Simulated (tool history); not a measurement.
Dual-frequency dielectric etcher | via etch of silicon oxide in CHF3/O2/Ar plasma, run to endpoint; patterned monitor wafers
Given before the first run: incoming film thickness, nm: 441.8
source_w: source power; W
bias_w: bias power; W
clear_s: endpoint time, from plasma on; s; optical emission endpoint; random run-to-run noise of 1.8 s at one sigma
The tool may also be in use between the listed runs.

Run 1, hour 0.0: source_w 810 W, bias_w 238 W. Result: clear_s 181.80 s.
Run 2, hour 3.5: source_w 780 W, bias_w 234 W. Result: clear_s 185.03 s.
Run 3, hour 9.4: source_w 870 W, bias_w 234 W. Result: clear_s 178.27 s.
Run 4, hour 14.1: source_w 990 W, bias_w 234 W. Result: clear_s 171.71 s.
Run 5, hour 20.1: source_w 950 W, bias_w 225 W. Result: clear_s 173.12 s.
Run 6, hour 28.8: source_w 950 W, bias_w 253 W. Result: clear_s 170.88 s.
Run 7, hour 32.3: source_w 900 W, bias_w 243 W. Result: clear_s 174.16 s.
Run 8, hour 41.1: source_w 740 W, bias_w 195 W. Result: clear_s 194.52 s.
Run 9, hour 45.7: source_w 720 W, bias_w 192 W. Result: clear_s 199.00 s.

What does the tool deliver on the next run?
Run 10, hour 51.4: source_w 710 W, bias_w 190 W. Result: clear_s ?.

clear_s: 200.73 s
